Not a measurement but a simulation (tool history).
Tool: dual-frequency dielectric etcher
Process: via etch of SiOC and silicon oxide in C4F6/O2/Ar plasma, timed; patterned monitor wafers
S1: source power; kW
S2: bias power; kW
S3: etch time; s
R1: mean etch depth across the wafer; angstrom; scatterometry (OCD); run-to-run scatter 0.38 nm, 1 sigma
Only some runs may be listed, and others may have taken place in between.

| run | hour | S1 | S2 | S3 | R1 |
|---|---|---|---|---|---|
| 1 | 0 | 0.48 | 0.179 | 73 | 910.63 |
| 2 | 3.2 | 0.52 | 0.184 | 73 | 950.84 |
| 3 | 9.3 | 0.56 | 0.184 | 73 | 986.89 |
| 4 | 12.4 | 0.56 | 0.209 | 73 | 1018.7 |
| 5 | 19.9 | 0.56 | 0.189 | 73 | 987.86 |
| 6 | 20.4 | 0.58 | 0.192 | 73 | 1007.4 |
| 7 | 27.2 | 0.6 | 0.195 | 73 | 1029.2 |
| 8 | 31.3 | 0.61 | 0.197 | 73 | 1038.7 |

Expected results for the next run?
| 9 | 32.6 | 0.61 | 0.197 | 73 | ? |

R1: 1041.3 angstrom

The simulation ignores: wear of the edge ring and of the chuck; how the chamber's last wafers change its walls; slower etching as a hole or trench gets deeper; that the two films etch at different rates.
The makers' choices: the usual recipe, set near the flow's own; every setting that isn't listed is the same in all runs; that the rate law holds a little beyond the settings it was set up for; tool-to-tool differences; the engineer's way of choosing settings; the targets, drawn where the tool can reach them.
